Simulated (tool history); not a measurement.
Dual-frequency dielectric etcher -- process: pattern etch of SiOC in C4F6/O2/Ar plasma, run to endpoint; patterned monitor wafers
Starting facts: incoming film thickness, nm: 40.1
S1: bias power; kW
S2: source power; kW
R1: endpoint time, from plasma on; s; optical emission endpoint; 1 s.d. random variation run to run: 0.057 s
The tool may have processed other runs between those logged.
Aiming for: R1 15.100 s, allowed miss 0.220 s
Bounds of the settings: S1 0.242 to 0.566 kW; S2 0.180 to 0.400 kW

{"run": 1, "day": 0.0, "S1": 0.404, "S2": 0.29, "R1": 16.354}
{"run": 2, "day": 0.1, "S1": 0.423, "S2": 0.29, "R1": 16.213}
{"run": 3, "day": 0.392, "S1": 0.456, "S2": 0.29, "R1": 15.926}
{"run": 4, "day": 0.629, "S1": 0.473, "S2": 0.29, "R1": 15.733}
{"run": 5, "day": 0.721, "S1": 0.486, "S2": 0.29, "R1": 15.476}
{"run": 6, "day": 0.983, "S1": 0.493, "S2": 0.29, "R1": 15.447}
{"run": 7, "day": 1.196, "S1": 0.499, "S2": 0.29, "R1": 15.496}
{"run": 8, "day": 1.517, "S1": 0.507, "S2": 0.29, "R1": 15.412}
{"run": 9, "day": 1.608, "S1": 0.507, "S2": 0.29, "R1": 15.463}
{"run": 10, "day": 1.704, "S1": 0.515, "S2": 0.29, "R1": 15.347}
{"run": 11, "day": 1.904, "S1": 0.515, "S2": 0.29, "R1": 15.422}

Below are 5 possible settings for the next run. Only one of them brings all results inside the allowed miss of their targets. Which is it?
{"run": "A", "day": 2.104, "S1": 0.556, "S2": 0.27, "R1": "?"}
{"run": "B", "day": 2.104, "S1": 0.504, "S2": 0.29, "R1": "?"}
{"run": "C", "day": 2.104, "S1": 0.546, "S2": 0.29, "R1": "?"}
{"run": "D", "day": 2.104, "S1": 0.529, "S2": 0.31, "R1": "?"}
{"run": "E", "day": 2.104, "S1": 0.482, "S2": 0.29, "R1": "?"}

move=A R1=15.487
move=B R1=15.383
move=C R1=15.007
move=D R1=14.651
move=E R1=15.592
A: further off than the last run
B: closes in on the targets versus the last run, not all within tolerance yet
C: in spec on every target
D: moves the result that the last run missed by most past its target, out the other side
E: further off than the last run
The right move is C.

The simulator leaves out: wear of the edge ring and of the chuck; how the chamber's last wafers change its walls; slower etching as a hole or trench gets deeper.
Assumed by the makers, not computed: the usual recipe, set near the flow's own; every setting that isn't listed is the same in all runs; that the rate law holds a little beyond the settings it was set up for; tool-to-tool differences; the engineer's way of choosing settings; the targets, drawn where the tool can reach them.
